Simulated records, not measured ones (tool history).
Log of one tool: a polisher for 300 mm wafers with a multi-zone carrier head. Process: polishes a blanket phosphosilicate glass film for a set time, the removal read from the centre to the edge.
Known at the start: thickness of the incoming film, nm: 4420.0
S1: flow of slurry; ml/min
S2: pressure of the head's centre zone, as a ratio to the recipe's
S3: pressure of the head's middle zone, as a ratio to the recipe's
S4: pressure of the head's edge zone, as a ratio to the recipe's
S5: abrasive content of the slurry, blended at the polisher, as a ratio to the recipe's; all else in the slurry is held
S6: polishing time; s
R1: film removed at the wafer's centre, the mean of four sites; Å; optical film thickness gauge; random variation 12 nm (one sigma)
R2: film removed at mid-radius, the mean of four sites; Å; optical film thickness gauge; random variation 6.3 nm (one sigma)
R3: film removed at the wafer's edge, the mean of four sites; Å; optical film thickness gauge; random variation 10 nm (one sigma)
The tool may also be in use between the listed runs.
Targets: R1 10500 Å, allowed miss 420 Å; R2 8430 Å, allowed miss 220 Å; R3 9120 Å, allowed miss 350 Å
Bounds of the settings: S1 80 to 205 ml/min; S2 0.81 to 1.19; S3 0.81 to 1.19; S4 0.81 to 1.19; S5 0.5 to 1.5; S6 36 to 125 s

run 1 day=0 | S1=135 S2=1 S3=1 S4=1 S5=1 S6=80 | R1=9493.5 R2=10607 R3=10221
run 2 day=0.308 | S1=135 S2=1 S3=1 S4=1 S5=0.9 S6=80 | R1=8927.7 R2=9898.9 R3=9681
run 3 day=0.608 | S1=135 S2=1.06 S3=1 S4=1 S5=0.9 S6=80 | R1=9425.9 R2=10111 R3=9825.8
run 4 day=0.879 | S1=135 S2=1.07 S3=0.98 S4=0.98 S5=0.9 S6=80 | R1=9537.8 R2=9806.9 R3=9722.4
run 5 day=0.95 | S1=135 S2=1.08 S3=0.97 S4=0.96 S5=0.9 S6=80 | R1=9591.1 R2=9665 R3=9526.9
run 6 day=1.325 | S1=135 S2=1.09 S3=0.96 S4=0.95 S5=0.9 S6=80 | R1=9882 R2=9674.6 R3=9631.6
run 7 day=1.429 | S1=130 S2=1.1 S3=0.95 S4=0.94 S5=0.9 S6=80 | R1=9873.8 R2=9393.2 R3=9382.3
run 8 day=1.683 | S1=125 S2=1.11 S3=0.94 S4=0.94 S5=0.9 S6=80 | R1=9895.4 R2=9410.9 R3=9591.4
run 9 day=1.825 | S1=125 S2=1.12 S3=0.93 S4=0.93 S5=0.9 S6=80 | R1=10094 R2=9273.9 R3=9342.5
run 10 day=2.2 | S1=125 S2=1.12 S3=0.92 S4=0.93 S5=0.9 S6=80 | R1=9981.5 R2=9263.2 R3=9557.7

4 next moves are on the table. One of them brings every result within its allowed miss. Which?
run A day=2.575 | S1=135 S2=1.13 S3=0.88 S4=0.97 S5=1.05 S6=69 | R1=? R2=? R3=?
run B day=2.575 | S1=120 S2=1.15 S3=0.97 S4=0.81 S5=0.75 S6=83 | R1=? R2=? R3=?
run C day=2.575 | S1=135 S2=1.19 S3=0.89 S4=0.91 S5=0.8 S6=83 | R1=? R2=? R3=?
run D day=2.575 | S1=135 S2=1.19 S3=0.84 S4=0.91 S5=0.75 S6=86 | R1=? R2=? R3=?

move=A R1=9547.2 R2=8517.3 R3=8922.8
move=B R1=9519.2 R2=9014.1 R3=8115.1
move=C R1=10490 R2=8955 R3=9028
move=D R1=10461 R2=8551.9 R3=9012.1
A: brings the result that was furthest off to its target, and leaves another outside
B: nearer than the last run, and not there yet
C: nearer than the last run, and not there yet
D: meets every target
Answer: D

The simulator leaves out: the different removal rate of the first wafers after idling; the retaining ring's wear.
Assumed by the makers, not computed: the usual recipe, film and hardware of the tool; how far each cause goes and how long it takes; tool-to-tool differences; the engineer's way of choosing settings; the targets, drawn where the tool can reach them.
